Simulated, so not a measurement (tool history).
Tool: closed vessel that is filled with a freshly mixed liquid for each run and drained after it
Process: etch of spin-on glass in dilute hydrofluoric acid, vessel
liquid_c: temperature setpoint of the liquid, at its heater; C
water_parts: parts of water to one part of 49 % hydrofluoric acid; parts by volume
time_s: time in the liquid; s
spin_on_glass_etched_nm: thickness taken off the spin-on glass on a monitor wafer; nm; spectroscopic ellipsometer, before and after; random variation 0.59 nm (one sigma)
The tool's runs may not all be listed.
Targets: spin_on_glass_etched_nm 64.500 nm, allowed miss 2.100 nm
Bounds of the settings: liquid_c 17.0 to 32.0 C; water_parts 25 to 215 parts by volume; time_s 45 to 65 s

run,day,liquid_c,water_parts,time_s,spin_on_glass_etched_nm
1,0.000,24.0,120,65,21.147
2,0.121,24.0,120,45,14.625
3,0.433,24.0,120,65,21.386
4,0.638,24.0,100,65,25.800
5,0.796,25.5,90,65,31.253
6,0.883,25.5,75,65,38.146
7,0.917,25.5,75,65,37.575
8,1.029,26.5,70,65,42.548
9,1.179,27.5,70,65,44.095

5 next moves are on the table. One of them brings every result within its allowed miss. Which?
A,1.329,29.0,45,65,?
B,1.329,28.5,45,65,?
C,1.329,23.0,35,65,?
D,1.329,23.0,75,45,?
E,1.329,22.0,40,65,?

move,spin_on_glass_etched_nm
A,75.329
B,73.844
C,76.871
D,23.593
E,64.078
A: takes the result that was furthest off past its target
B: takes the result that was furthest off past its target
C: takes the result that was furthest off past its target
D: further off than the last run
E: meets every target
Move E is the one to make.

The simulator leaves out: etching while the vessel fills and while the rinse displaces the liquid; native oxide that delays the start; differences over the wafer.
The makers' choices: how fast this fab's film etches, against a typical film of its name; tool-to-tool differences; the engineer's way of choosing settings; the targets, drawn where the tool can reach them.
